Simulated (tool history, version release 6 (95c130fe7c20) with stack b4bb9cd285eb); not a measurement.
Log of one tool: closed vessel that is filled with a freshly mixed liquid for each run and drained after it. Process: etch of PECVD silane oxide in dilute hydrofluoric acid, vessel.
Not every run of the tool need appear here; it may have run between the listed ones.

| run | hour | temperature setpoint of the liquid (°C) | parts of water to one part of 49 % hydrofluoric acid (parts by volume) | time in the liquid (s) | thickness taken off the PECVD silane oxide on a monitor wafer (angstrom) |
|---|---|---|---|---|---|
| 1 | 0.0 | 23.0 | 190 | 105 | 95.400 |
| 2 | 1.4 | 23.0 | 190 | 105 | 94.246 |
| 3 | 3.4 | 24.0 | 185 | 105 | 101.560 |
| 4 | 7.3 | 26.0 | 185 | 105 | 109.830 |
| 5 | 16.4 | 27.0 | 180 | 105 | 117.350 |
| 6 | 20.0 | 27.0 | 180 | 105 | 117.350 |
|  | 22.5 | thermometer replaced |
| 7 | 22.5 | 27.5 | 175 | 105 | 135.810 |

Expected results for the next run?
| 8 | 25.1 | 28.0 | 175 | 105 | ? |

{"run 8": {"thickness taken off the PECVD silane oxide on a monitor wafer (angstrom)": 139.01}}

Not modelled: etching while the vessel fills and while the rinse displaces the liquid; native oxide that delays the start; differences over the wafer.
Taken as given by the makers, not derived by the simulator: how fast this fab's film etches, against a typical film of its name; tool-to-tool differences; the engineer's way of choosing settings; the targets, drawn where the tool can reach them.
